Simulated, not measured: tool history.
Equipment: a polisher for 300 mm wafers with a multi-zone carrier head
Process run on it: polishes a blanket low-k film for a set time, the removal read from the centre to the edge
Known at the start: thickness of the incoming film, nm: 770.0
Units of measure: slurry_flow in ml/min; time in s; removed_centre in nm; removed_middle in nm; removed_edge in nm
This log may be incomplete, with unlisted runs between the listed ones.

run	day	slurry_flow	centre_zone	middle_zone	edge_zone	slurry_solids	time	removed_centre	removed_middle	removed_edge
1	0	300	1	1	1	1	82	37.363	36.92	36.573
2	0.108	310	0.99	1.03	1.04	1.05	82	37.885	39.084	39.313
3	0.129	325	0.99	1.06	1.05	1.05	82	38.292	39.866	39.108
4	0.238	330	0.98	1.09	1.08	1.05	82	38.109	40.859	40.89
5	0.533	340	0.98	1.12	1.09	1.05	82	38.398	42.324	41.112
6	0.817	340	0.98	1.12	1.09	1.05	70	32.506	35.443	35.037
7	0.975	340	0.98	1.14	1.1	1.15	70	33.719	37.565	36.365
8	1.196	345	0.98	1.15	1.12	1.25	70	34.933	39.444	36.81
9	1.417	345	0.97	1.13	1.14	1.3	72	36.376	40.325	39.94

Run 10 comes next. What will it give?
10	1.588	345	0.97	1.13	1.14	1.3	72	?	?	?

Run 10 came out at removed_centre 36.206 nm, removed_middle 40.097 nm, removed_edge 39.289 nm.

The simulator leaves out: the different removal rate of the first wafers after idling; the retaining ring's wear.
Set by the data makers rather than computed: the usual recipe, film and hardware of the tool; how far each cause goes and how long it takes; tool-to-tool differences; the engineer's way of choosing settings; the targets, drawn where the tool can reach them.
